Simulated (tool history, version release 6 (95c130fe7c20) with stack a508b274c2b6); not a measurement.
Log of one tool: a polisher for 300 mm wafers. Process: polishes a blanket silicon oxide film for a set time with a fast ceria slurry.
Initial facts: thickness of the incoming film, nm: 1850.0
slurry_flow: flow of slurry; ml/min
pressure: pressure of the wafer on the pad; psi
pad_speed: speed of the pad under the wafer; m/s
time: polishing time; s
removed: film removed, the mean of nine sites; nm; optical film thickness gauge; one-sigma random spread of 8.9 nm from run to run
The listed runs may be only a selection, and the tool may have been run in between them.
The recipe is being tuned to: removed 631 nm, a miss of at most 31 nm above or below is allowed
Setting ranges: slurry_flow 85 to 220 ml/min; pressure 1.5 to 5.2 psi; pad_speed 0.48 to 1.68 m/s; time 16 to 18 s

Run 1, hour 0: slurry_flow 140 ml/min, pressure 3.3 psi, pad_speed 1.08 m/s, time 18 s. Result: removed 392.6 nm.
Run 2, hour 3.1: slurry_flow 140 ml/min, pressure 3.3 psi, pad_speed 1.18 m/s, time 18 s. Result: removed 425.51 nm.
Run 3, hour 7.7: slurry_flow 140 ml/min, pressure 3.3 psi, pad_speed 1.18 m/s, time 18 s. Result: removed 432.07 nm.
Run 4, hour 13.1: slurry_flow 140 ml/min, pressure 3.9 psi, pad_speed 1.18 m/s, time 18 s. Result: removed 503 nm.
Run 5, hour 17.1: slurry_flow 160 ml/min, pressure 3.9 psi, pad_speed 1.18 m/s, time 18 s. Result: removed 511.65 nm.
Run 6, hour 17.6: slurry_flow 160 ml/min, pressure 3.9 psi, pad_speed 0.94 m/s, time 18 s. Result: removed 407.19 nm.
Run 7, hour 24: slurry_flow 160 ml/min, pressure 4.3 psi, pad_speed 0.98 m/s, time 18 s. Result: removed 473.11 nm.
Run 8, hour 30.3: slurry_flow 160 ml/min, pressure 4.6 psi, pad_speed 1 m/s, time 18 s. Result: removed 517.05 nm.
Run 9, hour 36.8: slurry_flow 160 ml/min, pressure 4.8 psi, pad_speed 1.02 m/s, time 18 s. Result: removed 543.05 nm.
Run 10, hour 40.6: slurry_flow 160 ml/min, pressure 4.9 psi, pad_speed 1.04 m/s, time 18 s. Result: removed 561.85 nm.
Run 11, hour 48.4: slurry_flow 160 ml/min, pressure 5 psi, pad_speed 1.06 m/s, time 18 s. Result: removed 603.21 nm.
Run 12, hour 57.1: slurry_flow 160 ml/min, pressure 5.1 psi, pad_speed 1.06 m/s, time 18 s. Result: removed 597.58 nm.

5 candidate next runs follow, results not yet known. Just one meets every target within its allowed miss. Identify it.
Run A, hour 65.8: slurry_flow 120 ml/min, pressure 5.2 psi, pad_speed 1.02 m/s, time 18 s. Result: removed ?.
Run B, hour 65.8: slurry_flow 215 ml/min, pressure 3.7 psi, pad_speed 1.22 m/s, time 18 s. Result: removed ?.
Run C, hour 65.8: slurry_flow 210 ml/min, pressure 5.2 psi, pad_speed 1.04 m/s, time 18 s. Result: removed ?.
Run D, hour 65.8: slurry_flow 195 ml/min, pressure 5.2 psi, pad_speed 0.96 m/s, time 18 s. Result: removed ?.
Run E, hour 65.8: slurry_flow 155 ml/min, pressure 5 psi, pad_speed 1.04 m/s, time 17 s. Result: removed ?.

move  removed
   A   566.22
   B   524.28
   C   624.42
   D   572.75
   E   545.51
A: misses by more than the last run did
B: misses by more than the last run did
C: every result lands within tolerance
D: misses by more than the last run did
E: misses by more than the last run did
C is the move that brings every result within its allowed miss.
